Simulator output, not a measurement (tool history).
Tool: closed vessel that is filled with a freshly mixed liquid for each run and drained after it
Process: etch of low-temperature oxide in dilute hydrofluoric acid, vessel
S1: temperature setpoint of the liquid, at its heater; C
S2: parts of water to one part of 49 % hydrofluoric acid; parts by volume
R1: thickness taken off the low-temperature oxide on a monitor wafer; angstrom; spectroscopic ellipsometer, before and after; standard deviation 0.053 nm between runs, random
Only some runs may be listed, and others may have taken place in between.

{"run": 1, "hour": 0.0, "S1": 20, "S2": 125, "time in the liquid (s)": 125, "R1": 217.96}
{"run": 2, "hour": 2.8, "S1": 19.5, "S2": 130, "time in the liquid (s)": 125, "R1": 203.01}
{"run": 3, "hour": 5.1, "S1": 19.5, "S2": 130, "time in the liquid (s)": 135, "R1": 220.36}
{"run": 4, "hour": 10.4, "S1": 19, "S2": 135, "time in the liquid (s)": 135, "R1": 207.75}
{"run": 5, "hour": 14.5, "S1": 19, "S2": 140, "time in the liquid (s)": 135, "R1": 198.65}
{"run": 6, "hour": 19.0, "S1": 19, "S2": 155, "time in the liquid (s)": 135, "R1": 176.72}
{"run": 7, "hour": 24.9, "S1": 19, "S2": 160, "time in the liquid (s)": 135, "R1": 170.76}

Run 8 has not been measured yet. What should we expect?
{"run": 8, "hour": 27.0, "S1": 19, "S2": 165, "time in the liquid (s)": 135, "R1": "?"}

{"run 8": {"R1": 164.63}}
